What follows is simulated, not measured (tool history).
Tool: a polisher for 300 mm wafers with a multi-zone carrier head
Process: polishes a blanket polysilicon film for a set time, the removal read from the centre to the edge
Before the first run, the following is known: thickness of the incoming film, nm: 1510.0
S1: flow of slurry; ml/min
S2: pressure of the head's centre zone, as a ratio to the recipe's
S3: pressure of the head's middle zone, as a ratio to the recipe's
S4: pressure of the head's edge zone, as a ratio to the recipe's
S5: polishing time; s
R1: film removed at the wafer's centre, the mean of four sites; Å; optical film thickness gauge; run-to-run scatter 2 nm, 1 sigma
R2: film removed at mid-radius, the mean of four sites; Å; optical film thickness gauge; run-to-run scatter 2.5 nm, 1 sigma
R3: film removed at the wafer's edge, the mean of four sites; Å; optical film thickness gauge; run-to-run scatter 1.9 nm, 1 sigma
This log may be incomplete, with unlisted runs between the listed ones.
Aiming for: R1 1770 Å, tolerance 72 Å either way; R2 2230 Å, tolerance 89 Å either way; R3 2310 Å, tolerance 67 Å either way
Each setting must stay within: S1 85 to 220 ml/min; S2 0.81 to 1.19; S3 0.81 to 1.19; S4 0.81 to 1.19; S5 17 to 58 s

run  hour   S1    S2    S3    S4  S5      R1      R2      R3
  1     0  140     1     1     1  37  3062.6  3069.9  3157.7
  2   4.3  140     1  1.04     1  37    3104  3203.3  3171.5
  3  11.4  140     1  1.04     1  33  2676.1  2905.3  2827.2
  4  12.1  140     1  1.07     1  33  2751.5  2931.7  2794.8
  5  14.9  140     1  1.07  0.95  33  2701.7  2968.3  2746.9
  6  17.5  155     1  1.07  0.95  33  2771.5    3073  2776.1
  7  18.7  140  0.94  1.03  0.94  31  2420.2  2719.1  2542.2
  8    20  125   0.9  1.04     1  29  2129.6  2437.7  2400.4
  9    25  115  0.87  1.07  1.04  29  1986.7  2448.7    2420
 10  27.5  105  0.85  1.06  1.04  29  1858.4  2346.9  2400.3
 11  36.5  100  0.85  1.05  1.03  29  1904.5  2344.3  2330.4

Exercise: of the 4 proposed moves below, exactly one satisfies all targets within the stated allowed misses. Which move is it?
  A  45.5   90  0.88   1.1  1.12  28   ?   ?   ?
  B  45.5  110  0.84  1.12  0.99  27   ?   ?   ?
  C  45.5  100  0.88  0.96  1.14  27   ?   ?   ?
  D  45.5  110  0.81  1.12  1.01  28   ?   ?   ?

move      R1      R2      R3
   A  1776.5  2196.4    2267
   B  1771.2  2296.1  2151.3
   C  1787.7    2001  2265.1
   D  1773.8  2381.5  2252.6
A: all results in spec
B: meets the target for the result that was furthest off, but another lies outside its allowed miss
C: meets the target for the result that was furthest off, but another lies outside its allowed miss
D: meets the target for the result that was furthest off, but another lies outside its allowed miss
Go with A: it meets all targets.
